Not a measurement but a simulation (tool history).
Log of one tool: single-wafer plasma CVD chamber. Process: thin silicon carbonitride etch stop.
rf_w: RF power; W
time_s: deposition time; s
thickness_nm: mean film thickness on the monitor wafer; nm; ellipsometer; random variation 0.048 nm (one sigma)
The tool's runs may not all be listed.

| run | hour | rf_w | time_s | thickness_nm |
|---|---|---|---|---|
| 1 | 0.0 | 255 | 20.0 | 12.508 |
| 2 | 5.6 | 270 | 20.0 | 12.654 |
| 3 | 9.9 | 270 | 21.8 | 13.792 |
| 4 | 11.5 | 300 | 21.8 | 14.360 |
| 5 | 20.0 | 275 | 21.0 | 13.366 |
| 6 | 28.5 | 255 | 20.4 | 12.661 |
| 7 | 35.5 | 240 | 20.0 | 12.288 |
| 8 | 44.4 | 200 | 17.8 | 10.302 |
| 9 | 45.5 | 210 | 17.9 | 10.549 |

Forecast run 10:
| 10 | 53.7 | 215 | 17.9 | ? |

Run 10 gave thickness_nm 10.531 nm.
